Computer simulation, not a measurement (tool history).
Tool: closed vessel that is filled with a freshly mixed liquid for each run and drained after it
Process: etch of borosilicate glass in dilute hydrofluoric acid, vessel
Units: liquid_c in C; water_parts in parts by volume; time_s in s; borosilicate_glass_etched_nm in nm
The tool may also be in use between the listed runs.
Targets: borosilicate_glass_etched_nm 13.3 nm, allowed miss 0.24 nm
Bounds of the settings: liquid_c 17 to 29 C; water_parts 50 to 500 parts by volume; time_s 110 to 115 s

run    day  liquid_c  water_parts  time_s  borosilicate_glass_etched_nm
  1      0        21          275     110                         14.61
  2  0.196        21          275     115                         15.33
  3   0.35        21          205     115                        22.066
  4  0.675        21          205     115                        21.829
  5  0.971        21          205     115                        21.558
  6  1.238        21          205     110                        20.665
  7  1.412      20.5          210     110                        20.103
  8  1.475        20          220     110                        18.452
  9  1.542      19.5          225     110                        17.631
 10  1.846      19.5          230     110                        17.085
 11    2.2      19.5          235     110                        16.681
 12  2.242      19.5          240     110                        16.267
 13  2.375        18          255     110                        14.129
 14    2.5        18          255     110                        14.204
 15  2.525      17.5          260     110                        13.493

Which of these 4 next moves meets every target?
  A  2.55        17          250     110                             ?
  B  2.55        17          255     110                             ?
  C  2.55      18.5          275     115                             ?
  D  2.55        17          260     110                             ?

move  borosilicate_glass_etched_nm
   A                        14.115
   B                        13.778
   C                        13.899
   D                        13.454
A: further off than the last run
B: further off than the last run
C: further off than the last run
D: meets every target
Move D is the one to make.

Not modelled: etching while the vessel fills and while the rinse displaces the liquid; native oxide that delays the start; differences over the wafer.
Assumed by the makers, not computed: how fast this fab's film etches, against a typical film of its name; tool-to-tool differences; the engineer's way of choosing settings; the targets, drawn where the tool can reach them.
